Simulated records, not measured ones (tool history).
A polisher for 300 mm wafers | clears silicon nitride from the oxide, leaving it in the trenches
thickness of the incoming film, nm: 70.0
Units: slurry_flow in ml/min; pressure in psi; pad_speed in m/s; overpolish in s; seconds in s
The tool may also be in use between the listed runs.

{"run": 1, "day": 0.0, "slurry_flow": 310, "pressure": 2.5, "pad_speed": 0.8, "overpolish": 10, "seconds": 106.84}
{"run": 2, "day": 0.275, "slurry_flow": 275, "pressure": 2.5, "pad_speed": 0.8, "overpolish": 10, "seconds": 110.44}
{"run": 3, "day": 0.575, "slurry_flow": 270, "pressure": 2.3, "pad_speed": 0.78, "overpolish": 10, "seconds": 121.51}
{"run": 4, "day": 0.712, "slurry_flow": 270, "pressure": 2.1, "pad_speed": 0.76, "overpolish": 10, "seconds": 133.87}
{"run": 5, "day": 1.017, "slurry_flow": 240, "pressure": 2.1, "pad_speed": 0.76, "overpolish": 10, "seconds": 135.34}
{"run": 6, "day": 1.317, "slurry_flow": 285, "pressure": 2.1, "pad_speed": 0.76, "overpolish": 10, "seconds": 136.04}
{"run": 7, "day": 1.429, "slurry_flow": 285, "pressure": 2, "pad_speed": 0.74, "overpolish": 10, "seconds": 144.48}

Run 8 comes next. What will it give?
{"run": 8, "day": 1.6, "slurry_flow": 280, "pressure": 1.3, "pad_speed": 0.62, "overpolish": 10, "seconds": "?"}

seconds: 251.61 s
